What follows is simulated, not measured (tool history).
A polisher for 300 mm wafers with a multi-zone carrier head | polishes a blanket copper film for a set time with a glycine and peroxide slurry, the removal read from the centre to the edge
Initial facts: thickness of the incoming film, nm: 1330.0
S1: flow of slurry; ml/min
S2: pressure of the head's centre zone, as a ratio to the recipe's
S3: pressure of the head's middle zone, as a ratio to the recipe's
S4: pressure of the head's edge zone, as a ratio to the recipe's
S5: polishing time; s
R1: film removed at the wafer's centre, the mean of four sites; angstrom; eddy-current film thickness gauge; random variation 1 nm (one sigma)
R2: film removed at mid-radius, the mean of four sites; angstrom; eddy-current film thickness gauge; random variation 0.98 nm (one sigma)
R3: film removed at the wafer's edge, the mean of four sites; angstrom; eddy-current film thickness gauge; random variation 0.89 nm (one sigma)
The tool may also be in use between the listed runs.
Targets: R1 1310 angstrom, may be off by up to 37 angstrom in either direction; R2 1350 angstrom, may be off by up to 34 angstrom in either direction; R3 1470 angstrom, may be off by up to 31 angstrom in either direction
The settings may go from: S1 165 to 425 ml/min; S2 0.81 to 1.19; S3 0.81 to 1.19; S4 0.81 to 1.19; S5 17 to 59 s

run,hour,S1,S2,S3,S4,S5,R1,R2,R3
1,0,275,1,1,1,38,2236,2154.6,2154.9
2,4.9,275,0.94,1,1,38,2106.9,2129.7,2184.9
3,7.6,270,0.93,0.99,0.99,37,2016.9,2084.3,2133.7
4,14.8,270,0.9,0.99,0.99,37,1975.1,2106,2094.5
5,16.5,270,0.95,0.99,0.99,37,2111.2,2110.8,2100.5
6,22.2,270,0.95,0.99,1.04,37,2041.9,2058.1,2130
7,24.1,265,0.94,0.98,1.04,36,2007.2,2012.2,2090
# hour 31.4: worn pad replaced by a new one
8,31.4,265,0.93,0.97,1.04,35,2063.8,2074.7,2160
9,38.1,190,0.96,1.04,1.14,25,1439.3,1506.8,1554.7
10,45.3,190,0.95,1.03,1.14,25,1425.5,1509,1564.9
11,52.6,190,0.95,1.02,1.14,25,1411.5,1467.1,1564.4
12,54.5,190,0.95,1.02,1.13,25,1441.5,1476.1,1541.9
13,60.9,190,0.94,1.01,1.13,25,1409.3,1470.7,1549.6
14,65.8,175,0.9,0.92,1.05,24,1279,1282.2,1440
15,68.4,225,0.9,0.96,1.07,24,1339.3,1406.3,1482.7

Exercise: of the 4 proposed moves below, exactly one satisfies all targets within the stated allowed misses. Which move is it?
A,71,165,0.86,0.9,0.93,26,?,?,?
B,71,210,0.83,0.99,1.08,25,?,?,?
C,71,225,0.94,0.9,1.07,24,?,?,?
D,71,260,0.91,1,1.07,24,?,?,?

move,R1,R2,R3
A,1293.6,1363.3,1473.5
B,1255.7,1477.2,1548.7
C,1380.7,1321.4,1493.4
D,1364.4,1469.7,1511.7
A: every result lands within tolerance
B: misses by more than the last run did
C: brings the last run's worst result on target, with another outside its allowed miss
D: misses by more than the last run did
Correct choice: A, which meets every target

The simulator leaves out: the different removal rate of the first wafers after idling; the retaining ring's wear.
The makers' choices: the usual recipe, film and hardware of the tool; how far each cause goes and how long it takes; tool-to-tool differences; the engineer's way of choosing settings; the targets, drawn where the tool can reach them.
